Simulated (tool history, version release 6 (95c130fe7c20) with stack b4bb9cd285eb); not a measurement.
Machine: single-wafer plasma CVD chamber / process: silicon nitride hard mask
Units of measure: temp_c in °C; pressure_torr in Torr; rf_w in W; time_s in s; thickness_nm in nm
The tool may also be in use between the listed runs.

| run | hour | temp_c | pressure_torr | rf_w | time_s | thickness_nm |
|---|---|---|---|---|---|---|
| 1 | 0 | 380 | 1.66 | 295 | 47 | 51.853 |
| 2 | 1.1 | 372 | 1.66 | 295 | 47 | 52.203 |
| 3 | 2.1 | 372 | 1.59 | 290 | 47 | 50.764 |
| 4 | 7.8 | 364 | 1.59 | 290 | 47 | 51.132 |
| 5 | 9.3 | 370 | 1.59 | 290 | 47 | 51.128 |
| 6 | 10.4 | 370 | 1.59 | 290 | 47 | 50.831 |
| 7 | 11.3 | 370 | 1.53 | 290 | 47 | 50.454 |
| 8 | 18.8 | 370 | 1.48 | 285 | 47 | 48.688 |
| 9 | 21.6 | 370 | 1.44 | 285 | 47 | 48.43 |
| 10 | 25.9 | 370 | 1.4 | 285 | 47 | 47.815 |
| 11 | 33.2 | 370 | 1.37 | 285 | 47 | 47.362 |
| 12 | 39.4 | 370 | 1.34 | 285 | 47 | 46.699 |
| 13 | 45 | 371 | 1.32 | 285 | 47 | 46.546 |
| 14 | 51.6 | 371 | 1.32 | 285 | 47 | 46.412 |
| 15 | 54.3 | 372 | 1.3 | 285 | 47 | 46.03 |
| 16 | 54.8 | 373 | 1.29 | 285 | 47 | 46.03 |
| 17 | 58.5 | 374 | 1.27 | 285 | 47 | 45.51 |

Forecast run 18:
| 18 | 62.3 | 375 | 1.26 | 285 | 47 | ? |

Run 18 gave thickness_nm 45.576 nm.
